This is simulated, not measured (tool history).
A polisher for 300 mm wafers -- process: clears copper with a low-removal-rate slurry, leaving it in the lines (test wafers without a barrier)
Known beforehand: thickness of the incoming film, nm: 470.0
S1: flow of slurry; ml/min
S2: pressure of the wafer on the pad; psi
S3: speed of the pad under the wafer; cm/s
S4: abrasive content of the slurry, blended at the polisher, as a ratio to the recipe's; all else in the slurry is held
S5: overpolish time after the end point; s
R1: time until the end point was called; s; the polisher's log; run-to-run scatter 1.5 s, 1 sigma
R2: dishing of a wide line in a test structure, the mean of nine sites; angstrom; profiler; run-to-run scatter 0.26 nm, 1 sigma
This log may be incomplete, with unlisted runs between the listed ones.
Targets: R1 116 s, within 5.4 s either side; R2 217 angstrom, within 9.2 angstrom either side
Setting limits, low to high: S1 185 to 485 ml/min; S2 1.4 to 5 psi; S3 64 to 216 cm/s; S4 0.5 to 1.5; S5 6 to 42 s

run 1 day=0 | S1=310 S2=3.2 S3=140 S4=1 S5=21 | R1=90.054 R2=609.38
run 2 day=0.338 | S1=310 S2=2.7 S3=148 S4=1 S5=17 | R1=98.506 R2=476.14
run 3 day=0.362 | S1=310 S2=2.7 S3=148 S4=0.9 S5=17 | R1=102.66 R2=462.74
run 4 day=0.446 | S1=300 S2=2.3 S3=154 S4=0.95 S5=14 | R1=111.43 R2=371.24
run 5 day=0.533 | S1=300 S2=2.3 S3=154 S4=0.95 S5=18 | R1=110.46 R2=449.61
run 6 day=0.858 | S1=300 S2=1.5 S3=154 S4=0.95 S5=18 | R1=146.78 R2=349.77
run 7 day=1.129 | S1=265 S2=1.5 S3=162 S4=1 S5=14 | R1=143.12 R2=283.37
-- day=1.317 head pressure recalibrated
run 8 day=1.317 | S1=195 S2=2 S3=178 S4=1.25 S5=6 | R1=96.58 R2=197.34
run 9 day=1.546 | S1=205 S2=1.9 S3=176 S4=1.2 S5=6 | R1=102.11 R2=184.23

Which single option among these 5 for the next run brings every result within its allowed miss of target? Just one does.
run A day=1.775 | S1=185 S2=2 S3=182 S4=1.45 S5=6 | R1=? R2=?
run B day=1.775 | S1=190 S2=2.1 S3=128 S4=1.15 S5=9 | R1=? R2=?
run C day=1.775 | S1=185 S2=1.8 S3=168 S4=1.1 S5=8 | R1=? R2=?
run D day=1.775 | S1=340 S2=2.1 S3=142 S4=1.1 S5=7 | R1=? R2=?
run E day=1.775 | S1=230 S2=1.4 S3=174 S4=1.15 S5=9 | R1=? R2=?

move=A R1=89.652 R2=202.9
move=B R1=127.49 R2=213.38
move=C R1=112.93 R2=213.17
move=D R1=111.59 R2=191.36
move=E R1=125.71 R2=213.66
A: misses by more than the last run did
B: puts the biggest miss on target and leaves a different result outside tolerance
C: every result within its allowed miss
D: better than the last run, though not everything is in spec
E: puts the biggest miss on target and leaves a different result outside tolerance
Move C is the one to make.
